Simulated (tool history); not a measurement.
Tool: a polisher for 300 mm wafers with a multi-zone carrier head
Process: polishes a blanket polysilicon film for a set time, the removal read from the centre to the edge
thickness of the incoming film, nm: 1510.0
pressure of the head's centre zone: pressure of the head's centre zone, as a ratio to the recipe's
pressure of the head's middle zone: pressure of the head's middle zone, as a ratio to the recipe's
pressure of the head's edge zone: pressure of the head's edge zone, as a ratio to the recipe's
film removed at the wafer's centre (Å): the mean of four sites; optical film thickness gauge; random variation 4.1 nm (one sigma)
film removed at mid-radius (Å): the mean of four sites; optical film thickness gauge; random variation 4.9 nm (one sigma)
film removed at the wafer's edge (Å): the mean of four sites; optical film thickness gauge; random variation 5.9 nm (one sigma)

run	hour	flow of slurry (ml/min)	pressure of the head's centre zone	pressure of the head's middle zone	pressure of the head's edge zone	polishing time (s)	film removed at the wafer's centre (Å)	film removed at mid-radius (Å)	film removed at the wafer's edge (Å)
1	0.0	210	1.00	1.00	1.00	74	4988.2	5123.4	5060.5
2	6.1	210	1.08	1.00	1.00	74	5387.4	5039.2	5094.3
3	11.1	210	1.08	0.91	1.00	74	5249.5	4763.8	5207.0
4	19.5	210	1.08	0.91	1.00	59	4218.1	3842.1	4078.8
5	23.0	225	1.01	0.97	1.04	61	4155.3	4218.5	4293.7
6	26.4	225	1.09	0.97	1.04	61	4401.9	4198.3	4253.7
7	27.1	240	0.99	1.07	1.11	62	4111.9	4551.0	4492.6
8	27.7	240	0.99	1.07	1.11	62	4087.5	4543.2	4477.9
9	33.4	245	0.97	1.09	1.11	62	4151.4	4730.9	4611.6
10	34.5	245	0.97	1.09	1.11	62	4057.7	4691.5	4513.0

The next listed run, before its measurement:
11	37.4	250	0.96	1.10	1.11	62	?	?	?

Run 11 gave film removed at the wafer's centre (Å) 4080.6, film removed at mid-radius (Å) 4678.4, film removed at the wafer's edge (Å) 4586.8.
